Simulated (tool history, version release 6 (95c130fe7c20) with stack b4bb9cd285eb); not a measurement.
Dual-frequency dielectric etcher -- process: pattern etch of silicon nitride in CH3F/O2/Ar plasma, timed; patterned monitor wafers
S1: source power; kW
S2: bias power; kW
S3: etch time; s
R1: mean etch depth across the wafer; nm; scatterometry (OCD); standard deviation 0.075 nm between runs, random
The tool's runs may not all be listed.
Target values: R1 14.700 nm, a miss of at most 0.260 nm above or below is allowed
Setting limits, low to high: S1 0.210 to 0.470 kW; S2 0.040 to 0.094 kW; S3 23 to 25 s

| run | hour | S1 | S2 | S3 | R1 |
|---|---|---|---|---|---|
| 1 | 0.0 | 0.340 | 0.067 | 25 | 16.551 |
| 2 | 5.5 | 0.340 | 0.058 | 25 | 15.777 |
| 3 | 7.8 | 0.340 | 0.058 | 25 | 15.727 |
| 4 | 16.1 | 0.340 | 0.066 | 25 | 16.389 |
| 5 | 25.0 | 0.340 | 0.066 | 25 | 16.447 |
| 6 | 28.1 | 0.340 | 0.073 | 25 | 17.036 |
| 7 | 31.9 | 0.280 | 0.068 | 25 | 15.665 |
| 8 | 39.4 | 0.260 | 0.067 | 25 | 15.209 |
| 9 | 45.6 | 0.250 | 0.067 | 25 | 15.107 |
| 10 | 50.7 | 0.250 | 0.067 | 25 | 14.987 |

Exactly one of the 4 candidate moves below puts every result within its allowed miss. Which one?
| A | 55.8 | 0.260 | 0.067 | 25 | ? |
| B | 55.8 | 0.330 | 0.060 | 24 | ? |
| C | 55.8 | 0.250 | 0.073 | 25 | ? |
| D | 55.8 | 0.280 | 0.063 | 24 | ? |

| move | R1 |
|---|---|
| A | 15.284 |
| B | 15.272 |
| C | 15.507 |
| D | 14.730 |
A: moves away from the targets compared with the last run
B: moves away from the targets compared with the last run
C: moves away from the targets compared with the last run
D: each result inside its tolerance
So the answer is move D, the one that meets all the targets.
